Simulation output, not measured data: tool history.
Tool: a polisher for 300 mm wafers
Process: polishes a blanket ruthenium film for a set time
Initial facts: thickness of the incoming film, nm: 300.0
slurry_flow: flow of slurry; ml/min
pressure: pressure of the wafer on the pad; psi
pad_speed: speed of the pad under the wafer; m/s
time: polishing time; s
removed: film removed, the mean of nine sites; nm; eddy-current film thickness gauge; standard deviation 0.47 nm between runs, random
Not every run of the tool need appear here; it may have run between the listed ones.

Run 1, hour 0.0: slurry_flow 290 ml/min, pressure 1.4 psi, pad_speed 0.94 m/s, time 58 s. Result: removed 41.230 nm.
Run 2, hour 8.6: slurry_flow 295 ml/min, pressure 1.5 psi, pad_speed 0.94 m/s, time 58 s. Result: removed 44.694 nm.
Run 3, hour 9.2: slurry_flow 295 ml/min, pressure 1.5 psi, pad_speed 0.94 m/s, time 61 s. Result: removed 46.253 nm.
Run 4, hour 13.4: slurry_flow 295 ml/min, pressure 1.5 psi, pad_speed 0.84 m/s, time 61 s. Result: removed 42.399 nm.
Run 5, hour 21.5: slurry_flow 295 ml/min, pressure 1.6 psi, pad_speed 0.84 m/s, time 61 s. Result: removed 44.726 nm.
Run 6, hour 29.2: slurry_flow 300 ml/min, pressure 1.7 psi, pad_speed 0.86 m/s, time 61 s. Result: removed 48.751 nm.
Run 7, hour 34.6: slurry_flow 310 ml/min, pressure 2.1 psi, pad_speed 0.90 m/s, time 61 s. Result: removed 62.813 nm.

For run 8, what comes out?
Run 8, hour 37.0: slurry_flow 310 ml/min, pressure 2.2 psi, pad_speed 0.94 m/s, time 61 s. Result: removed ?.

Run 8 measured removed 67.344 nm.
